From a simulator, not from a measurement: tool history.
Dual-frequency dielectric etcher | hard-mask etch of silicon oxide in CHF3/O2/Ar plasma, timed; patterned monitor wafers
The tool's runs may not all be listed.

run	hour	source power (kW)	bias power (kW)	etch time (s)	mean etch depth across the wafer (angstrom)
1	0.0	0.670	0.218	13	295.57
2	8.0	0.670	0.251	13	315.97
3	15.8	0.650	0.247	13	308.16
4	19.0	0.630	0.244	13	303.42
5	24.4	0.610	0.241	13	298.03
6	31.8	0.590	0.239	13	291.51
7	36.7	0.570	0.238	13	285.75

Run 8 comes next. What will it give?
8	39.0	0.560	0.237	13	?

mean etch depth across the wafer (angstrom): 284.28
